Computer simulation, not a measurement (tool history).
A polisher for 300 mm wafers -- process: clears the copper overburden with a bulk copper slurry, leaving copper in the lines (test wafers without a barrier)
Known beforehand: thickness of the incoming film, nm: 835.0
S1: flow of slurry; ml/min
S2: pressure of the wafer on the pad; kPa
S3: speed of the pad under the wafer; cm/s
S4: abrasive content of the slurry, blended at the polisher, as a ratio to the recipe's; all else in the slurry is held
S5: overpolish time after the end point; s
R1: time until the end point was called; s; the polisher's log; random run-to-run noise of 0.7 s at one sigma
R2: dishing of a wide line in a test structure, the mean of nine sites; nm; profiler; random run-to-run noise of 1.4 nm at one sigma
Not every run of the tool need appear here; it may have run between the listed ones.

run 1 hour=0.0 | S1=220 S2=20.0 S3=112 S4=1.00 S5=14 | R1=94.449 R2=62.720
run 2 hour=5.1 | S1=220 S2=20.0 S3=100 S4=1.00 S5=14 | R1=104.540 R2=57.305
run 3 hour=11.4 | S1=225 S2=22.8 S3=100 S4=1.00 S5=12 | R1=94.893 R2=57.106
run 4 hour=15.1 | S1=225 S2=19.3 S3=100 S4=1.00 S5=12 | R1=107.010 R2=52.606
run 5 hour=16.3 | S1=225 S2=19.3 S3=100 S4=0.85 S5=12 | R1=114.600 R2=50.442
run 6 hour=21.6 | S1=250 S2=19.3 S3=100 S4=0.85 S5=12 | R1=110.410 R2=50.320

For run 7, what comes out?
run 7 hour=28.5 | S1=265 S2=22.8 S3=102 S4=0.85 S5=11 | R1=? R2=?

For run 7 the tool returned R1 95.313 s, R2 54.908 nm.

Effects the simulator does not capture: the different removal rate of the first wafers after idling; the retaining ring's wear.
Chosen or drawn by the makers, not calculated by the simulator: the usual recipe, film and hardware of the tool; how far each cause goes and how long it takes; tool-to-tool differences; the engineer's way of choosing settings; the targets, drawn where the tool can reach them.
